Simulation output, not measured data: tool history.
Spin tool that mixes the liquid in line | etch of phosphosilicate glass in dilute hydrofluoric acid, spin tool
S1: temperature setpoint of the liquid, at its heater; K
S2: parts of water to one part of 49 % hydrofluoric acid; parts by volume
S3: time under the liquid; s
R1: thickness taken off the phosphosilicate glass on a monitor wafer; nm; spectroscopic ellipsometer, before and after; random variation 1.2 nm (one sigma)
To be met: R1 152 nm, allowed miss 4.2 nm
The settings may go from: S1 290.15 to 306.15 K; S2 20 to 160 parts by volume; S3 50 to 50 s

run  hour      S1  S2  S3      R1
  1     0  298.15  90  50  71.376
  2   6.4  298.15  90  50  71.617
  3   7.8  296.65  90  50  67.082
  4  14.6  298.65  80  50  83.733
  5  22.4  298.65  80  50  83.772
  6  29.1  302.15  80  50  95.952
  7    38  303.15  75  50  106.78
  8  45.7  303.65  70  50  116.39
  9    52  304.15  65  50   128.4
 10  53.7  304.65  65  50  132.71
 11  60.4  305.15  65  50  134.35

4 next moves are on the table. One of them brings every result within its allowed miss. Which?
  A  67.1  304.15  70  50   ?
  B  67.1  306.15  65  50   ?
  C  67.1  306.15  60  50   ?
  D  67.1  304.65  55  50   ?

move      R1
   A  119.25
   B  139.64
   C   152.5
   D  158.36
A: further off than the last run
B: nearer than the last run, and not there yet
C: meets every target
D: takes the result that was furthest off past its target
The right move is C.

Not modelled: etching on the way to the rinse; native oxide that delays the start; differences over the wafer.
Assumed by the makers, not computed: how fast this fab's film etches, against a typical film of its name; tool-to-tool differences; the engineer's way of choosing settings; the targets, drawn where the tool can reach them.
